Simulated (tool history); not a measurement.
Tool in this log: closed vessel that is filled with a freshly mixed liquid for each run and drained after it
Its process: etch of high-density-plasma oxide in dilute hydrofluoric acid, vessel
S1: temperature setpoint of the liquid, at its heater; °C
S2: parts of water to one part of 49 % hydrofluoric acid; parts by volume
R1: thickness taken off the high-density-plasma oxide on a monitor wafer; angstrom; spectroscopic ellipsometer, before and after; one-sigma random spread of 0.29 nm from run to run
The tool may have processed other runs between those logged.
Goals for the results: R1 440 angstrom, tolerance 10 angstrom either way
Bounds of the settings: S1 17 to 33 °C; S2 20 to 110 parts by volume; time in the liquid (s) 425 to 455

run 1 hour=0 | S1=25 S2=60 time_in_the_liquid_(s)=425 | R1=566.56
run 2 hour=1.7 | S1=27 S2=60 time_in_the_liquid_(s)=425 | R1=619.15
run 3 hour=6.2 | S1=24.5 S2=60 time_in_the_liquid_(s)=425 | R1=564.72
run 4 hour=11.3 | S1=27 S2=60 time_in_the_liquid_(s)=425 | R1=622.59
run 5 hour=16.8 | S1=24.5 S2=60 time_in_the_liquid_(s)=425 | R1=563.21
run 6 hour=23.6 | S1=22.5 S2=60 time_in_the_liquid_(s)=425 | R1=510.13
run 7 hour=30.8 | S1=21.5 S2=60 time_in_the_liquid_(s)=425 | R1=492
run 8 hour=31.9 | S1=20.5 S2=60 time_in_the_liquid_(s)=425 | R1=471.89
run 9 hour=40.5 | S1=20 S2=60 time_in_the_liquid_(s)=425 | R1=463.41
run 10 hour=47.1 | S1=19.5 S2=60 time_in_the_liquid_(s)=425 | R1=454.37

4 candidate next runs follow, results not yet known. Just one meets every target within its allowed miss. Identify it.
run A hour=53.7 | S1=19 S2=65 time_in_the_liquid_(s)=455 | R1=?
run B hour=53.7 | S1=17 S2=60 time_in_the_liquid_(s)=430 | R1=?
run C hour=53.7 | S1=17.5 S2=60 time_in_the_liquid_(s)=435 | R1=?
run D hour=53.7 | S1=18.5 S2=65 time_in_the_liquid_(s)=440 | R1=?

move=A R1=439.17
move=B R1=414.31
move=C R1=428.43
move=D R1=415.61
A: all results land within tolerance of their targets
B: pushes the last run's worst result past its target
C: pushes the last run's worst result past its target
D: pushes the last run's worst result past its target
Answer: A
